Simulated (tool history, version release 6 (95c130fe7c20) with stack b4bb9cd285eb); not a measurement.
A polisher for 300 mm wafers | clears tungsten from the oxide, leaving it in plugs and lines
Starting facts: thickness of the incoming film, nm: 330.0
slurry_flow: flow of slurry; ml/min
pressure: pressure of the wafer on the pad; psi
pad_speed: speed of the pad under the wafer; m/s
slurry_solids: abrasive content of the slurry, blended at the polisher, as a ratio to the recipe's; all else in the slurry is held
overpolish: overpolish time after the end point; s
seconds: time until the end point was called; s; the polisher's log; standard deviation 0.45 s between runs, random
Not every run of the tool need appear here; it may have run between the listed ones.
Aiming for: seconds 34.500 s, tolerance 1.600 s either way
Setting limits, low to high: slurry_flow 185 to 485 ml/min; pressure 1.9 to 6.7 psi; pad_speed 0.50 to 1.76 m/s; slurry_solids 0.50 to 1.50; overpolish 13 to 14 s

Run 1, hour 0.0: slurry_flow 310 ml/min, pressure 4.3 psi, pad_speed 1.12 m/s, slurry_solids 1.00, overpolish 13 s. Result: seconds 64.900 s.
Run 2, hour 1.8: slurry_flow 310 ml/min, pressure 4.3 psi, pad_speed 1.12 m/s, slurry_solids 0.85, overpolish 13 s. Result: seconds 66.729 s.
Run 3, hour 5.7: slurry_flow 310 ml/min, pressure 4.3 psi, pad_speed 1.12 m/s, slurry_solids 0.85, overpolish 14 s. Result: seconds 66.697 s.
Run 4, hour 12.9: slurry_flow 310 ml/min, pressure 4.3 psi, pad_speed 1.36 m/s, slurry_solids 0.85, overpolish 14 s. Result: seconds 55.753 s.
Run 5, hour 20.4: slurry_flow 310 ml/min, pressure 5.1 psi, pad_speed 1.36 m/s, slurry_solids 0.85, overpolish 14 s. Result: seconds 47.851 s.
Run 6, hour 23.6: slurry_flow 310 ml/min, pressure 5.1 psi, pad_speed 1.36 m/s, slurry_solids 1.00, overpolish 14 s. Result: seconds 45.575 s.
Run 7, hour 30.0: slurry_flow 310 ml/min, pressure 5.1 psi, pad_speed 1.36 m/s, slurry_solids 1.00, overpolish 14 s. Result: seconds 46.282 s.
Run 8, hour 37.5: slurry_flow 310 ml/min, pressure 5.5 psi, pad_speed 1.38 m/s, slurry_solids 1.00, overpolish 14 s. Result: seconds 41.773 s.
Run 9, hour 38.9: slurry_flow 310 ml/min, pressure 5.8 psi, pad_speed 1.38 m/s, slurry_solids 1.00, overpolish 14 s. Result: seconds 39.872 s.
Run 10, hour 45.8: slurry_flow 310 ml/min, pressure 6.0 psi, pad_speed 1.38 m/s, slurry_solids 1.00, overpolish 14 s. Result: seconds 39.026 s.
Run 11, hour 54.4: slurry_flow 310 ml/min, pressure 6.2 psi, pad_speed 1.38 m/s, slurry_solids 1.00, overpolish 14 s. Result: seconds 36.748 s.
Run 12, hour 59.4: slurry_flow 310 ml/min, pressure 6.3 psi, pad_speed 1.38 m/s, slurry_solids 1.00, overpolish 14 s. Result: seconds 37.031 s.

Exactly one of the 5 candidate moves below puts every result within its allowed miss. Which one?
Run A, hour 64.4: slurry_flow 260 ml/min, pressure 6.1 psi, pad_speed 1.44 m/s, slurry_solids 0.75, overpolish 14 s. Result: seconds ?.
Run B, hour 64.4: slurry_flow 335 ml/min, pressure 6.7 psi, pad_speed 1.34 m/s, slurry_solids 1.10, overpolish 13 s. Result: seconds ?.
Run C, hour 64.4: slurry_flow 335 ml/min, pressure 6.7 psi, pad_speed 1.20 m/s, slurry_solids 0.90, overpolish 14 s. Result: seconds ?.
Run D, hour 64.4: slurry_flow 330 ml/min, pressure 6.3 psi, pad_speed 1.42 m/s, slurry_solids 0.75, overpolish 14 s. Result: seconds ?.
Run E, hour 64.4: slurry_flow 275 ml/min, pressure 6.2 psi, pad_speed 1.32 m/s, slurry_solids 1.05, overpolish 13 s. Result: seconds ?.

move  seconds
   A   39.881
   B   34.821
   C   40.806
   D   38.568
   E   39.073
A: further off than the last run
B: all results in spec
C: further off than the last run
D: further off than the last run
E: further off than the last run
So the answer is move B, the one that meets all the targets.

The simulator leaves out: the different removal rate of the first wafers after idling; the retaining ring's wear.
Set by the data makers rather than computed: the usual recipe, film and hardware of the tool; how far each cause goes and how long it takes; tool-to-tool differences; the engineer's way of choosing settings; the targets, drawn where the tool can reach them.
